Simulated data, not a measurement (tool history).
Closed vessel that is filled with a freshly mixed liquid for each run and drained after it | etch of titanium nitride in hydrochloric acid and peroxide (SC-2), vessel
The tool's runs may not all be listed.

run  hour  temperature setpoint of the liquid (°C)  parts of water to one part each of 37 % hydrochloric acid and 30 % peroxide (parts by volume)  time in the liquid (s)  thickness taken off the titanium nitride on a monitor wafer (angstrom)
  1     0                                       46                                                                                            6.5                    1330                                                                  307.59
  2   2.7                                       46                                                                                            6.5                    1435                                                                  328.69
  3   7.7                                       52                                                                                            6.5                    1435                                                                  497.01
  4  16.1                                       52                                                                                            6.5                    1330                                                                  463.85
  5  17.8                                       49                                                                                            6.5                    1330                                                                  376.01
  6  25.8                                       47                                                                                            6.5                    1330                                                                  327.78
  7  34.5                                     45.5                                                                                            6.5                    1330                                                                  294.75

Run 8 is up next; what results do you expect?
  8  35.8                                     40.5                                                                                            6.5                    1330                                                                       ?

{"run 8": {"thickness taken off the titanium nitride on a monitor wafer (angstrom)": 210.01}}
